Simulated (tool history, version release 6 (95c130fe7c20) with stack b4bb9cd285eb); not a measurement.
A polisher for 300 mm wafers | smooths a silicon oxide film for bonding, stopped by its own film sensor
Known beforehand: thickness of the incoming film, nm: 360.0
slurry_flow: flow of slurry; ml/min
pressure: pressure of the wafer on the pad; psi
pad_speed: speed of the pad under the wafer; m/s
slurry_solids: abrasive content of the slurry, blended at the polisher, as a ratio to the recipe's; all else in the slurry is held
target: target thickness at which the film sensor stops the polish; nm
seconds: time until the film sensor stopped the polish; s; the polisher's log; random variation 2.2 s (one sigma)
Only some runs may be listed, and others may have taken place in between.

Run 1, day 0: slurry_flow 195 ml/min, pressure 1.8 psi, pad_speed 1.16 m/s, slurry_solids 1, target 325 nm. Result: seconds 59.428 s.
Run 2, day 0.158: slurry_flow 195 ml/min, pressure 1.8 psi, pad_speed 1.16 m/s, slurry_solids 1, target 325 nm. Result: seconds 57.246 s.
Run 3, day 0.321: slurry_flow 195 ml/min, pressure 1.8 psi, pad_speed 1.16 m/s, slurry_solids 0.8, target 325 nm. Result: seconds 64.744 s.
Run 4, day 0.458: slurry_flow 195 ml/min, pressure 1.7 psi, pad_speed 1.14 m/s, slurry_solids 0.8, target 325 nm. Result: seconds 72.992 s.
Run 5, day 0.683: slurry_flow 195 ml/min, pressure 1.6 psi, pad_speed 1.14 m/s, slurry_solids 0.8, target 325 nm. Result: seconds 77.881 s.
Run 6, day 0.912: slurry_flow 195 ml/min, pressure 1.8 psi, pad_speed 1.14 m/s, slurry_solids 0.8, target 325 nm. Result: seconds 66.943 s.
Run 7, day 1.062: slurry_flow 195 ml/min, pressure 1.7 psi, pad_speed 1.14 m/s, slurry_solids 0.8, target 325 nm. Result: seconds 68.468 s.
Run 8, day 1.433: slurry_flow 195 ml/min, pressure 1.6 psi, pad_speed 1.12 m/s, slurry_solids 0.8, target 325 nm. Result: seconds 78.046 s.

Predict the results of run 9:
At day 1.762: slurry blender recalibrated.
Run 9, day 1.762: slurry_flow 195 ml/min, pressure 1.5 psi, pad_speed 1.12 m/s, slurry_solids 0.8, target 325 nm. Result: seconds ?.

Run 9 gave seconds 74.837 s.
